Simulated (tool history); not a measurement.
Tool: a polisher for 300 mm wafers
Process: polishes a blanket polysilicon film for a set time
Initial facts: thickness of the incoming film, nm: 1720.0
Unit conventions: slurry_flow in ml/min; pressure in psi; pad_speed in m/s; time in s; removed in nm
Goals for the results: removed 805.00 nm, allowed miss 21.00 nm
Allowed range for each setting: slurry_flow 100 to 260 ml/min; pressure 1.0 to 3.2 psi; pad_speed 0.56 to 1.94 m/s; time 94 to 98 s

run 1 day=0.000 | slurry_flow=165 pressure=2.1 pad_speed=1.24 time=94 | removed=587.33
run 2 day=0.375 | slurry_flow=175 pressure=2.2 pad_speed=1.24 time=94 | removed=623.47
run 3 day=0.679 | slurry_flow=175 pressure=2.2 pad_speed=1.36 time=94 | removed=683.23
run 4 day=0.850 | slurry_flow=185 pressure=2.3 pad_speed=1.36 time=94 | removed=708.89
run 5 day=0.929 | slurry_flow=185 pressure=2.4 pad_speed=1.36 time=94 | removed=741.47
run 6 day=0.992 | slurry_flow=185 pressure=2.1 pad_speed=1.36 time=94 | removed=647.36
run 7 day=1.321 | slurry_flow=185 pressure=2.2 pad_speed=1.36 time=94 | removed=677.13
run 8 day=1.462 | slurry_flow=185 pressure=2.3 pad_speed=1.36 time=94 | removed=706.84
run 9 day=1.821 | slurry_flow=185 pressure=2.4 pad_speed=1.36 time=94 | removed=738.36
run 10 day=1.925 | slurry_flow=185 pressure=2.4 pad_speed=1.36 time=94 | removed=746.26
run 11 day=2.283 | slurry_flow=185 pressure=2.5 pad_speed=1.36 time=94 | removed=768.05

Below are 5 possible settings for the next run. Only one of them brings all results inside the allowed miss of their targets. Which is it?
run A day=2.642 | slurry_flow=185 pressure=3.2 pad_speed=1.18 time=94 | removed=?
run B day=2.642 | slurry_flow=190 pressure=2.5 pad_speed=1.44 time=98 | removed=?
run C day=2.642 | slurry_flow=155 pressure=2.9 pad_speed=1.16 time=94 | removed=?
run D day=2.642 | slurry_flow=135 pressure=2.4 pad_speed=1.46 time=98 | removed=?
run E day=2.642 | slurry_flow=175 pressure=2.8 pad_speed=1.36 time=94 | removed=?

move=A removed=843.96
move=B removed=841.17
move=C removed=738.83
move=D removed=787.46
move=E removed=844.76
A: the result that was furthest off in the last run now lies on the other side of its target
B: the result that was furthest off in the last run now lies on the other side of its target
C: further off than the last run
D: meets every target
E: the result that was furthest off in the last run now lies on the other side of its target
D is the move that brings every result within its allowed miss.
